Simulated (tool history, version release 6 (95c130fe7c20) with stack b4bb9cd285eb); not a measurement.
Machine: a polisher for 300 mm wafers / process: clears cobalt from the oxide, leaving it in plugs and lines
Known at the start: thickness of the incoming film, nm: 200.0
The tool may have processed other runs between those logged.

run    day  flow of slurry (ml/min)  pressure of the wafer on the pad (psi)  speed of the pad under the wafer (cm/s)  overpolish time after the end point (s)  time until the end point was called (s)  dishing of a wide line in a test structure (nm)
  1  0.000                      295                                     2.3                                      100                                        8                                   30.912                                           35.540
  2  0.304                      295                                     2.1                                      100                                        7                                   32.994                                           30.585
  3  0.667                      295                                     1.9                                      100                                        6                                   35.876                                           24.663
  4  0.958                      295                                     1.7                                      100                                        5                                   39.243                                           20.389
  5  1.062                      295                                     2.1                                      100                                        5                                   33.040                                           23.603
  6  1.204                      295                                     1.9                                      100                                        4                                   35.941                                           17.951
  7  1.321                      295                                     1.8                                       98                                        4                                   38.165                                           17.428
  8  1.625                      330                                     1.7                                       94                                        4                                   40.672                                           16.250
  9  1.704                      360                                     1.6                                       92                                        4                                   42.295                                           14.874
 10  1.862                      385                                     1.5                                       92                                        4                                   44.673                                           14.552
 11  2.088                      400                                     1.5                                       88                                        4                                   45.172                                           13.926
 12  2.271                      415                                     1.5                                       86                                        4                                   46.246                                           13.707
 13  2.479                      425                                     1.4                                       90                                        4                                   47.238                                           14.050
 14  2.712                      435                                     1.6                                       80                                        4                                   46.887                                           14.092

Expected results for the next run?
 15  2.900                      440                                     1.5                                       84                                        4                                        ?                                                ?

time until the end point was called (s): 47.078
dishing of a wide line in a test structure (nm): 13.887
